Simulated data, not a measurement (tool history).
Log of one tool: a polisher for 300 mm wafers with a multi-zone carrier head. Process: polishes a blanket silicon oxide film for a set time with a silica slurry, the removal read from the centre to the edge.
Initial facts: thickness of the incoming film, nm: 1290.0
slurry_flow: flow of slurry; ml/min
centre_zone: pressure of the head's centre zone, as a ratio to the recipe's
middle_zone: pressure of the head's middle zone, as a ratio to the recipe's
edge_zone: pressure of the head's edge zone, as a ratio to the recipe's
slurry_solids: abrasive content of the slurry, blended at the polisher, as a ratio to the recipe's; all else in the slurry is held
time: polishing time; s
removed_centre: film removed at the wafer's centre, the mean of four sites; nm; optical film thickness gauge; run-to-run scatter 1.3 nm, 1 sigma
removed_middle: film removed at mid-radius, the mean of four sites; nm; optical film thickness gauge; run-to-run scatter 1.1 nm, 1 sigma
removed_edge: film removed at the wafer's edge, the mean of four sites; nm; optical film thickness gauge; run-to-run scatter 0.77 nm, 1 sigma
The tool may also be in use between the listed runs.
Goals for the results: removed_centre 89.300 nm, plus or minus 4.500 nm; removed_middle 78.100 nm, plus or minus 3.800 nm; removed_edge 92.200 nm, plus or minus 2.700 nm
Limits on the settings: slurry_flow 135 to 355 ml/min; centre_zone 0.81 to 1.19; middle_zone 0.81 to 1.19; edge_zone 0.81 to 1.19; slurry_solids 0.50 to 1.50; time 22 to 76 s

run    day  slurry_flow  centre_zone  middle_zone  edge_zone  slurry_solids  time  removed_centre  removed_middle  removed_edge
  1  0.000          225         1.00         1.00       1.00           1.00    49         117.250         117.550       119.420
  2  0.192          225         1.00         0.92       1.00           1.00    49         118.980         109.090       119.890
  3  0.508          225         0.92         0.92       1.00           1.00    49         111.530         111.250       118.330
  4  0.817          175         0.92         0.92       1.00           1.00    49         106.190         107.760       116.730
  5  1.167          175         0.92         0.92       1.05           1.00    49         105.650         108.070       118.030
  6  1.242          175         0.92         1.01       1.05           1.00    49         106.740         115.350       118.880
  7  1.546          175         0.93         0.99       1.05           0.95    49         105.630         111.270       116.260
  8  1.704          175         0.94         0.97       1.05           0.90    49         100.290         102.150       112.880
  9  2.042          180         0.95         0.96       1.03           0.85    49         101.590         100.370       107.310
 10  2.254          175         0.95         0.94       1.03           0.80    49          96.497          95.336       102.490
 11  2.338          170         0.95         0.92       1.03           0.80    49          95.328          94.049       103.070
 12  2.529          170         0.96         0.91       1.03           0.80    49          96.427          91.623       102.980
 13  2.892          170         0.96         0.90       1.03           0.80    49          97.948          92.227       102.160
 14  3.075          170         0.96         0.89       1.03           0.80    49          96.995          91.090       102.610
 15  3.429          155         0.97         0.81       0.97           0.60    49          76.616          67.902        78.124
 16  3.712          170         0.97         0.81       0.98           0.60    49          76.988          65.423        79.537
 17  4.021          175         0.97         0.83       0.99           0.60    49          78.992          68.590        80.094
 18  4.146          175         0.97         0.83       0.99           0.60    49          77.251          68.543        80.120
 19  4.308          175         0.98         0.84       1.01           0.60    49          79.104          70.293        81.195
 20  4.512          175         0.99         0.84       1.03           0.60    49          80.295          68.645        82.206
 21  4.625          230         1.01         0.94       1.11           0.75    49          97.132          91.105       103.850
 22  4.800          230         1.01         0.93       1.10           0.75    49          97.700          92.688       102.940
 23  5.175          230         1.01         0.92       1.09           0.75    49         100.860          90.631       103.720
 24  5.279          230         1.00         0.91       1.08           0.75    49         102.970          90.530       101.800

Which of these 4 next moves meets every target?
  A  5.383          185         1.04         0.88       1.11           0.70    46               ?               ?             ?
  B  5.383          135         0.83         1.03       1.09           0.95    42               ?               ?             ?
  C  5.383          180         1.02         0.81       1.06           0.70    45               ?               ?             ?
  D  5.383          205         1.03         0.88       1.13           0.75    47               ?               ?             ?

move  removed_centre  removed_middle  removed_edge
   A          89.953          76.556        90.960
   B          77.822          93.557        98.708
   C          85.999          70.416        86.836
   D          97.032          83.285        99.594
A: each result inside its tolerance
B: the biggest miss grows against the last run
C: the result that was furthest off in the last run now lies on the other side of its target
D: gains on the last run, yet a result remains outside its allowed miss
Go with A: it meets all targets.
